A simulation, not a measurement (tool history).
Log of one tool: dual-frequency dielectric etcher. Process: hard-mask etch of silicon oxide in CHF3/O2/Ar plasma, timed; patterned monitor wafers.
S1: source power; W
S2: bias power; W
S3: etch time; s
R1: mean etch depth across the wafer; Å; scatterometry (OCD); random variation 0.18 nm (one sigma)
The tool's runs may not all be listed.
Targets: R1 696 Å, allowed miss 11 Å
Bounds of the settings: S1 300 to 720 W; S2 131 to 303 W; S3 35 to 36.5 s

{"run": 1, "hour": 0.0, "S1": 510, "S2": 217, "S3": 35, "R1": 662.94}
{"run": 2, "hour": 4.2, "S1": 520, "S2": 218, "S3": 35, "R1": 668.56}
{"run": 3, "hour": 5.4, "S1": 560, "S2": 218, "S3": 35, "R1": 682.36}
{"run": 4, "hour": 8.5, "S1": 560, "S2": 218, "S3": 36.5, "R1": 711.4}
{"run": 5, "hour": 16.1, "S1": 560, "S2": 218, "S3": 35, "R1": 679.04}
{"run": 6, "hour": 25.0, "S1": 500, "S2": 218, "S3": 35, "R1": 663.16}
{"hour": 29.1, "done": "bias power generator calibrated"}
{"run": 7, "hour": 29.1, "S1": 510, "S2": 219, "S3": 35, "R1": 653.89}
{"run": 8, "hour": 35.1, "S1": 520, "S2": 220, "S3": 35, "R1": 659.47}
{"run": 9, "hour": 43.1, "S1": 530, "S2": 221, "S3": 35, "R1": 663.71}
{"run": 10, "hour": 43.9, "S1": 540, "S2": 222, "S3": 35, "R1": 669.56}

Which of these 5 next moves meets every target?
{"run": "A", "hour": 44.7, "S1": 520, "S2": 228, "S3": 35.5, "R1": "?"}
{"run": "B", "hour": 44.7, "S1": 580, "S2": 194, "S3": 35, "R1": "?"}
{"run": "C", "hour": 44.7, "S1": 420, "S2": 273, "S3": 35.5, "R1": "?"}
{"run": "D", "hour": 44.7, "S1": 510, "S2": 238, "S3": 35, "R1": "?"}
{"run": "E", "hour": 44.7, "S1": 600, "S2": 197, "S3": 35.5, "R1": "?"}

move=A R1=681.1
move=B R1=642.55
move=C R1=699.86
move=D R1=681.25
move=E R1=662.63
A: nearer than the last run, and not there yet
B: further off than the last run
C: meets every target
D: nearer than the last run, and not there yet
E: further off than the last run
The right move is C.
